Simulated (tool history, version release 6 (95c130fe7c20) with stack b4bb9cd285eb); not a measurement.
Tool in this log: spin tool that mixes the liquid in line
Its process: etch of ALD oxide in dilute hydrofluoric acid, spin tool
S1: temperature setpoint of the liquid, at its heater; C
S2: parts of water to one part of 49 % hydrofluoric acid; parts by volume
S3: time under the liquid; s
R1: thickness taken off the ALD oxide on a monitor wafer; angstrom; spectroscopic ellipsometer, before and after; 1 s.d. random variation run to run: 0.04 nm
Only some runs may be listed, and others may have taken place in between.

run 1 hour=0 | S1=24 S2=195 S3=85 | R1=55.611
run 2 hour=6.6 | S1=22 S2=195 S3=85 | R1=51.955
run 3 hour=7.5 | S1=22 S2=195 S3=85 | R1=51.71
run 4 hour=10.8 | S1=25 S2=180 S3=85 | R1=63.911
run 5 hour=16.9 | S1=27 S2=170 S3=85 | R1=73.44
run 6 hour=19.4 | S1=28.5 S2=165 S3=85 | R1=81.055
run 7 hour=22.6 | S1=29.5 S2=160 S3=85 | R1=85.916
run 8 hour=27.8 | S1=30 S2=160 S3=85 | R1=88.315

What does the tool deliver on the next run?
run 9 hour=29 | S1=30.5 S2=160 S3=85 | R1=?

{"run 9": {"R1": 89.58}}

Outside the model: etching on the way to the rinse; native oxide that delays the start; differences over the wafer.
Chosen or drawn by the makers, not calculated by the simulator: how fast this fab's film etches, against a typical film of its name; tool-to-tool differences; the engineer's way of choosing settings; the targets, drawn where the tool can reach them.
